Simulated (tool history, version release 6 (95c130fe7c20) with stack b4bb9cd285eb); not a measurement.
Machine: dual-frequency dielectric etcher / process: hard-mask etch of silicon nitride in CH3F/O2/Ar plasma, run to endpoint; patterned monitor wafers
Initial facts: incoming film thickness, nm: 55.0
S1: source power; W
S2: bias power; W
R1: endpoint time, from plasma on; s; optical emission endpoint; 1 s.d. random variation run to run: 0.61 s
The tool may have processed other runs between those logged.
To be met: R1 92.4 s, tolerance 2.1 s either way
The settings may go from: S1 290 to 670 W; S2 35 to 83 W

| run | hour | S1 | S2 | R1 |
|---|---|---|---|---|
| 1 | 0 | 480 | 59 | 83.112 |
| 2 | 0.7 | 450 | 58 | 84.926 |
| 3 | 9.6 | 450 | 66 | 81.21 |
| 4 | 17.4 | 410 | 64 | 85.591 |
| 5 | 19.3 | 390 | 63 | 88.269 |
| 6 | 28.2 | 390 | 72 | 84.78 |
|  | 30.6 | source power generator calibrated |
| 7 | 30.6 | 370 | 71 | 87.082 |
| 8 | 35.1 | 350 | 71 | 88.367 |

Of the 4 settings listed for the next run, only one would bring every result within its allowed miss of target. Which one?
| A | 39.6 | 320 | 69 | ? |
| B | 39.6 | 400 | 83 | ? |
| C | 39.6 | 360 | 71 | ? |
| D | 39.6 | 380 | 79 | ? |

| move | R1 |
|---|---|
| A | 93.325 |
| B | 82.147 |
| C | 88.944 |
| D | 84.784 |
A: all results land within tolerance of their targets
B: lands further from the targets than the last run did
C: closes in on the targets versus the last run, not all within tolerance yet
D: lands further from the targets than the last run did
A meets every target.
